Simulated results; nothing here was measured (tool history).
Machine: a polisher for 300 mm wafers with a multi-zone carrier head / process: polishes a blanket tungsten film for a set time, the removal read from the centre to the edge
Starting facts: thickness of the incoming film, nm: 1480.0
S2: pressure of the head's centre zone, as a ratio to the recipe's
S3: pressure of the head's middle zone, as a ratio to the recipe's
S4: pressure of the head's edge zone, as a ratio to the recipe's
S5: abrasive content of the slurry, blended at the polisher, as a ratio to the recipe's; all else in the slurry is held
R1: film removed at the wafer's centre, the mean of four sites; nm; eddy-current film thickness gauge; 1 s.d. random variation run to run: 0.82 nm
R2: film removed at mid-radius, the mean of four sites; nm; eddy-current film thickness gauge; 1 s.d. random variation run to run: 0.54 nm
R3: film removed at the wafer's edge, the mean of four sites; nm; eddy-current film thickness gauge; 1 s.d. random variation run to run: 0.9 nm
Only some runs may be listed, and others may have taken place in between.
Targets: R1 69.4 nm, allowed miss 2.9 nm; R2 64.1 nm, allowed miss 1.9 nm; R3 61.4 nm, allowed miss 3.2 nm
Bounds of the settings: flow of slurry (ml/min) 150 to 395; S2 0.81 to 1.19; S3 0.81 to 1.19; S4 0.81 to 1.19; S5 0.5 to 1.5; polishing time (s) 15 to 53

Run 1, hour 0: flow of slurry (ml/min) 250, S2 1, S3 1, S4 1, S5 1, polishing time (s) 34. Result: R1 115.26 nm, R2 112.81 nm, R3 113.48 nm.
Run 2, hour 4.6: flow of slurry (ml/min) 250, S2 1.05, S3 1, S4 1, S5 1, polishing time (s) 34. Result: R1 121.84 nm, R2 113.28 nm, R3 114.15 nm.
Run 3, hour 6.8: flow of slurry (ml/min) 250, S2 1.05, S3 1, S4 1, S5 1.1, polishing time (s) 34. Result: R1 124.38 nm, R2 114.15 nm, R3 117.35 nm.
Run 4, hour 11.5: flow of slurry (ml/min) 245, S2 1.04, S3 0.97, S4 0.96, S5 0.9, polishing time (s) 30. Result: R1 106.04 nm, R2 95.191 nm, R3 97.529 nm.
Run 5, hour 13: flow of slurry (ml/min) 245, S2 1.04, S3 1.03, S4 0.96, S5 0.9, polishing time (s) 30. Result: R1 106.36 nm, R2 99.769 nm, R3 97.239 nm.
Run 6, hour 13.8: flow of slurry (ml/min) 245, S2 1.04, S3 1.03, S4 1.02, S5 0.9, polishing time (s) 30. Result: R1 102.38 nm, R2 99.311 nm, R3 99.586 nm.
Run 7, hour 17.3: flow of slurry (ml/min) 245, S2 1.03, S3 1.02, S4 0.97, S5 0.8, polishing time (s) 27. Result: R1 91.749 nm, R2 87.37 nm, R3 86.398 nm.
Run 8, hour 20.5: flow of slurry (ml/min) 250, S2 1.02, S3 1.01, S4 0.93, S5 0.7, polishing time (s) 25. Result: R1 82.24 nm, R2 78.06 nm, R3 75.683 nm.

Which one of the following 5 next-run settings gets every result inside its allowed miss? There is exactly one.
Run A, hour 23.7: flow of slurry (ml/min) 305, S2 1.08, S3 1.03, S4 0.96, S5 0.65, polishing time (s) 20. Result: R1 ?, R2 ?, R3 ?.
Run B, hour 23.7: flow of slurry (ml/min) 205, S2 1.03, S3 0.85, S4 1.09, S5 0.9, polishing time (s) 30. Result: R1 ?, R2 ?, R3 ?.
Run C, hour 23.7: flow of slurry (ml/min) 265, S2 0.84, S3 0.81, S4 1.18, S5 0.7, polishing time (s) 25. Result: R1 ?, R2 ?, R3 ?.
Run D, hour 23.7: flow of slurry (ml/min) 240, S2 1.02, S3 0.98, S4 0.89, S5 0.6, polishing time (s) 20. Result: R1 ?, R2 ?, R3 ?.
Run E, hour 23.7: flow of slurry (ml/min) 215, S2 1.07, S3 0.94, S4 0.96, S5 0.8, polishing time (s) 19. Result: R1 ?, R2 ?, R3 ?.

move      R1      R2      R3
   A  69.946  65.591  63.358
   B  99.614  84.061  101.76
   C  67.396  66.956   86.39
   D  63.189  60.414  59.572
   E  64.816  57.125    60.3
A: all results land within tolerance of their targets
B: its largest miss is bigger than the last run's
C: its largest miss is bigger than the last run's
D: takes the result that was furthest off past its target
E: takes the result that was furthest off past its target
A meets every target.
